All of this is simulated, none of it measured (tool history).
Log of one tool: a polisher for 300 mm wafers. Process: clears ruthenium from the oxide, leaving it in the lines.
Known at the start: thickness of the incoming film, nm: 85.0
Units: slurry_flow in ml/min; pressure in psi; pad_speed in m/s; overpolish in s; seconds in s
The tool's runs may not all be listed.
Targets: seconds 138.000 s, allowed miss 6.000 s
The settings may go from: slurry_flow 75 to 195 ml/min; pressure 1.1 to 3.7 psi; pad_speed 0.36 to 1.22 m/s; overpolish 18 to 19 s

Run 1, hour 0.0: slurry_flow 125 ml/min, pressure 2.4 psi, pad_speed 0.78 m/s, overpolish 18 s. Result: seconds 69.703 s.
Run 2, hour 6.2: slurry_flow 125 ml/min, pressure 2.0 psi, pad_speed 0.78 m/s, overpolish 18 s. Result: seconds 83.109 s.
Run 3, hour 14.0: slurry_flow 125 ml/min, pressure 2.0 psi, pad_speed 0.78 m/s, overpolish 18 s. Result: seconds 83.762 s.
Run 4, hour 18.1: slurry_flow 125 ml/min, pressure 2.0 psi, pad_speed 0.78 m/s, overpolish 18 s. Result: seconds 83.785 s.
Run 5, hour 23.0: slurry_flow 125 ml/min, pressure 1.8 psi, pad_speed 0.76 m/s, overpolish 18 s. Result: seconds 93.344 s.
Run 6, hour 26.4: slurry_flow 125 ml/min, pressure 1.8 psi, pad_speed 0.76 m/s, overpolish 19 s. Result: seconds 95.724 s.
Run 7, hour 27.2: slurry_flow 125 ml/min, pressure 1.7 psi, pad_speed 0.76 m/s, overpolish 19 s. Result: seconds 101.020 s.
Run 8, hour 30.6: slurry_flow 125 ml/min, pressure 1.6 psi, pad_speed 0.76 m/s, overpolish 19 s. Result: seconds 106.660 s.
Run 9, hour 36.3: slurry_flow 125 ml/min, pressure 1.5 psi, pad_speed 0.76 m/s, overpolish 19 s. Result: seconds 113.090 s.
Run 10, hour 38.3: slurry_flow 125 ml/min, pressure 1.4 psi, pad_speed 0.76 m/s, overpolish 19 s. Result: seconds 119.070 s.
Run 11, hour 44.1: slurry_flow 120 ml/min, pressure 1.3 psi, pad_speed 0.76 m/s, overpolish 19 s. Result: seconds 132.500 s.
Run 12, hour 45.5: slurry_flow 115 ml/min, pressure 1.3 psi, pad_speed 0.76 m/s, overpolish 19 s. Result: seconds 129.660 s.
Run 13, hour 48.3: slurry_flow 115 ml/min, pressure 1.1 psi, pad_speed 0.76 m/s, overpolish 19 s. Result: seconds 154.190 s.
Run 14, hour 55.3: slurry_flow 120 ml/min, pressure 1.1 psi, pad_speed 0.76 m/s, overpolish 19 s. Result: seconds 148.800 s.
Run 15, hour 57.2: slurry_flow 125 ml/min, pressure 1.1 psi, pad_speed 0.76 m/s, overpolish 19 s. Result: seconds 150.930 s.

Which of these 5 next moves meets every target?
Run A, hour 59.1: slurry_flow 125 ml/min, pressure 1.2 psi, pad_speed 0.64 m/s, overpolish 18 s. Result: seconds ?.
Run B, hour 59.1: slurry_flow 140 ml/min, pressure 1.1 psi, pad_speed 0.80 m/s, overpolish 18 s. Result: seconds ?.
Run C, hour 59.1: slurry_flow 150 ml/min, pressure 1.4 psi, pad_speed 0.52 m/s, overpolish 19 s. Result: seconds ?.
Run D, hour 59.1: slurry_flow 120 ml/min, pressure 1.1 psi, pad_speed 0.70 m/s, overpolish 19 s. Result: seconds ?.
Run E, hour 59.1: slurry_flow 115 ml/min, pressure 1.2 psi, pad_speed 0.62 m/s, overpolish 18 s. Result: seconds ?.

move  seconds
   A  163.400
   B  139.490
   C  166.060
   D  164.160
   E  171.820
A: further off than the last run
B: meets every target
C: further off than the last run
D: further off than the last run
E: further off than the last run
Answer: B

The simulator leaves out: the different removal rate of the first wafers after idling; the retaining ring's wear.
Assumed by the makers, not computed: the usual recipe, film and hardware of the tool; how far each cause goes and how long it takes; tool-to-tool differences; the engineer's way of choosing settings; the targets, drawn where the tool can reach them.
